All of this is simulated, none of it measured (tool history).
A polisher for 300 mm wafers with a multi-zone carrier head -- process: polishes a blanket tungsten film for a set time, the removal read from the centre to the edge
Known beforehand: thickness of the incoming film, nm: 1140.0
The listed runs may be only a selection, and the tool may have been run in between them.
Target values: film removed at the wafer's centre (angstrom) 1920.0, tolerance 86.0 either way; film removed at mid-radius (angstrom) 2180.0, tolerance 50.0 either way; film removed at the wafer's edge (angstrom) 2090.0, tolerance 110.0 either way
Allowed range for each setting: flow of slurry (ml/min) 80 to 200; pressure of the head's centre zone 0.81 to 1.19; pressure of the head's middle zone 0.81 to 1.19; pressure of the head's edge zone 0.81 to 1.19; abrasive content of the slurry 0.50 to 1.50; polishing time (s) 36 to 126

| run | hour | flow of slurry (ml/min) | pressure of the head's centre zone | pressure of the head's middle zone | pressure of the head's edge zone | abrasive content of the slurry | polishing time (s) | film removed at the wafer's centre (angstrom) | film removed at mid-radius (angstrom) | film removed at the wafer's edge (angstrom) |
|---|---|---|---|---|---|---|---|---|---|---|
| 1 | 0.0 | 130 | 1.00 | 1.00 | 1.00 | 1.00 | 81 | 2703.6 | 2649.2 | 2728.5 |
| 2 | 5.1 | 130 | 1.00 | 1.04 | 1.00 | 1.00 | 81 | 2751.3 | 2748.7 | 2623.2 |
| 3 | 7.4 | 130 | 1.00 | 1.00 | 1.00 | 1.00 | 81 | 2720.3 | 2688.5 | 2634.4 |
| 4 | 14.2 | 130 | 1.00 | 1.08 | 1.00 | 1.00 | 81 | 2731.9 | 2814.5 | 2683.4 |
| 5 | 17.9 | 130 | 1.00 | 1.08 | 1.08 | 1.00 | 81 | 2717.8 | 2839.1 | 2794.1 |
| 6 | 26.4 | 125 | 0.97 | 1.06 | 1.04 | 0.90 | 81 | 2544.1 | 2668.3 | 2638.9 |
| 7 | 31.9 | 120 | 0.94 | 1.05 | 1.01 | 0.85 | 81 | 2440.9 | 2608.1 | 2507.4 |
| 8 | 38.5 | 85 | 0.84 | 0.97 | 0.97 | 0.60 | 79 | 1740.4 | 1961.6 | 2023.1 |
| 9 | 44.7 | 95 | 0.84 | 0.98 | 0.96 | 0.60 | 79 | 1828.3 | 2076.8 | 2089.1 |
| 10 | 48.2 | 100 | 0.84 | 0.98 | 0.95 | 0.60 | 79 | 1831.1 | 2115.9 | 2120.3 |
| 11 | 54.6 | 100 | 0.84 | 0.98 | 0.95 | 0.60 | 79 | 1847.6 | 2102.7 | 2154.6 |
| 12 | 62.8 | 100 | 0.85 | 0.99 | 0.94 | 0.60 | 79 | 1849.4 | 2141.3 | 2164.3 |
| 13 | 63.7 | 100 | 0.86 | 1.00 | 0.96 | 0.60 | 78 | 1895.3 | 2108.4 | 2174.1 |
| 14 | 65.9 | 100 | 0.86 | 1.00 | 0.96 | 0.60 | 78 | 1856.2 | 2111.1 | 2120.1 |
| 15 | 73.6 | 100 | 0.87 | 1.01 | 0.95 | 0.60 | 78 | 1891.9 | 2103.2 | 2110.0 |

4 candidate next runs follow, results not yet known. Just one meets every target within its allowed miss. Identify it.
| A | 81.3 | 100 | 0.87 | 1.01 | 0.89 | 0.60 | 80 | ? | ? | ? |
| B | 81.3 | 105 | 0.92 | 1.01 | 0.91 | 0.55 | 76 | ? | ? | ? |
| C | 81.3 | 95 | 0.90 | 0.99 | 0.90 | 0.60 | 78 | ? | ? | ? |
| D | 81.3 | 90 | 0.90 | 0.91 | 0.99 | 0.60 | 80 | ? | ? | ? |

| move | film removed at the wafer's centre (angstrom) | film removed at mid-radius (angstrom) | film removed at the wafer's edge (angstrom) |
|---|---|---|---|
| A | 1918.0 | 2202.3 | 2107.4 |
| B | 1903.3 | 2078.1 | 1997.7 |
| C | 1886.4 | 2081.4 | 2041.0 |
| D | 1890.7 | 1977.8 | 2155.7 |
A: meets every target
B: moves away from the targets compared with the last run
C: moves away from the targets compared with the last run
D: moves away from the targets compared with the last run
Move A is the one to make.
